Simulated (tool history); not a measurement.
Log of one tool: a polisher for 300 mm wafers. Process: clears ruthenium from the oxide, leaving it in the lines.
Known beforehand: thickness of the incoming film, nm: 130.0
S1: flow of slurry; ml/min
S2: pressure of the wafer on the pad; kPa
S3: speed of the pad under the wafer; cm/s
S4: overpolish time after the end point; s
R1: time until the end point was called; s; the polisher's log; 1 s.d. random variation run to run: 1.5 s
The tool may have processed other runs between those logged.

Run 1, hour 0: S1 235 ml/min, S2 16.5 kPa, S3 76 cm/s, S4 6 s. Result: R1 167.14 s.
Run 2, hour 8.5: S1 235 ml/min, S2 17.2 kPa, S3 76 cm/s, S4 6 s. Result: R1 160.54 s.
Run 3, hour 9.4: S1 235 ml/min, S2 17.9 kPa, S3 76 cm/s, S4 6 s. Result: R1 152.5 s.
Run 4, hour 15.9: S1 235 ml/min, S2 17.9 kPa, S3 76 cm/s, S4 6 s. Result: R1 153.84 s.
Run 5, hour 18.2: S1 215 ml/min, S2 17.9 kPa, S3 76 cm/s, S4 6 s. Result: R1 157.8 s.
Run 6, hour 20.4: S1 260 ml/min, S2 17.9 kPa, S3 76 cm/s, S4 6 s. Result: R1 149.11 s.
Run 7, hour 25.7: S1 270 ml/min, S2 17.9 kPa, S3 76 cm/s, S4 6 s. Result: R1 152.29 s.

Estimate the outcome of run 8 from the log above:
Run 8, hour 28.8: S1 270 ml/min, S2 18.6 kPa, S3 76 cm/s, S4 6 s. Result: R1 ?.

R1: 146.62 s

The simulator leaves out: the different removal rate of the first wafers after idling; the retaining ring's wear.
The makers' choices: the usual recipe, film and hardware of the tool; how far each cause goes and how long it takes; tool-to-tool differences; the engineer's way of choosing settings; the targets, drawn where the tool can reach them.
